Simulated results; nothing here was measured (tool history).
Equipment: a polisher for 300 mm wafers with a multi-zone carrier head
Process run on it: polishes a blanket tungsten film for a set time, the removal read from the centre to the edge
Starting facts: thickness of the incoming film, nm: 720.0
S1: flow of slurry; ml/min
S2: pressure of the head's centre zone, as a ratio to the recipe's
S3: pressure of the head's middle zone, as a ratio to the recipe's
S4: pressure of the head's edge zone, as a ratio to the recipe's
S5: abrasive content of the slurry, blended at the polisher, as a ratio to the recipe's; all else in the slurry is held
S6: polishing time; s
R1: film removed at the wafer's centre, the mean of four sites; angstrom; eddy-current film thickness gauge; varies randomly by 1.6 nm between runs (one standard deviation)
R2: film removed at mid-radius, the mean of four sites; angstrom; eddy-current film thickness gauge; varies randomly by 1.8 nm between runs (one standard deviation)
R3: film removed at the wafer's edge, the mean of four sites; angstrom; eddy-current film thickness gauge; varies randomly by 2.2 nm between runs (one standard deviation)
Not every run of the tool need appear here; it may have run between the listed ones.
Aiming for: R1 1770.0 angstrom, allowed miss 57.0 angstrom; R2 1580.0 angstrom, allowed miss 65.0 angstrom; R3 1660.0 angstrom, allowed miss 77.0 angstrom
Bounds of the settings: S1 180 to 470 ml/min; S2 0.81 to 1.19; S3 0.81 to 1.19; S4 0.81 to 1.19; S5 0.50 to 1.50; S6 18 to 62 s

run,hour,S1,S2,S3,S4,S5,S6,R1,R2,R3
1,0.0,300,1.00,1.00,1.00,1.00,40,1964.2,2235.6,2176.7
2,2.7,300,1.02,0.97,0.98,0.90,39,1853.0,2103.9,2028.2
3,6.1,305,1.05,0.94,0.98,0.90,38,1893.1,1991.5,2015.1
4,15.0,305,1.05,0.87,0.98,0.90,38,1872.8,1895.7,2062.4
5,20.5,305,1.07,0.86,0.96,0.85,37,1831.2,1821.4,1929.9
6,24.1,305,1.07,0.86,1.05,0.85,37,1816.1,1795.9,1936.0
7,32.1,305,1.09,0.85,1.05,0.80,37,1868.7,1760.6,1974.2
8,39.1,305,1.10,0.86,1.04,0.75,36,1798.6,1671.2,1889.1
9,40.4,310,1.11,0.89,1.02,0.70,35,1711.7,1687.6,1849.2
10,47.7,295,1.19,0.83,0.92,0.75,33,1782.0,1499.7,1641.9

4 next moves are on the table. One of them brings every result within its allowed miss. Which?
A,55.0,260,1.19,0.91,0.81,0.80,32,?,?,?
B,55.0,180,1.19,0.87,0.92,0.80,34,?,?,?
C,55.0,305,1.15,0.81,1.01,0.60,34,?,?,?
D,55.0,290,1.19,0.81,1.01,0.60,33,?,?,?

move,R1,R2,R3
A,1714.7,1588.3,1518.3
B,1746.4,1565.6,1661.7
C,1706.4,1482.4,1723.0
D,1703.1,1432.5,1667.0
A: the furthest-off result lands on target, but another misses its tolerance
B: all results land within tolerance of their targets
C: its largest miss is bigger than the last run's
D: its largest miss is bigger than the last run's
B is the move that brings every result within its allowed miss.
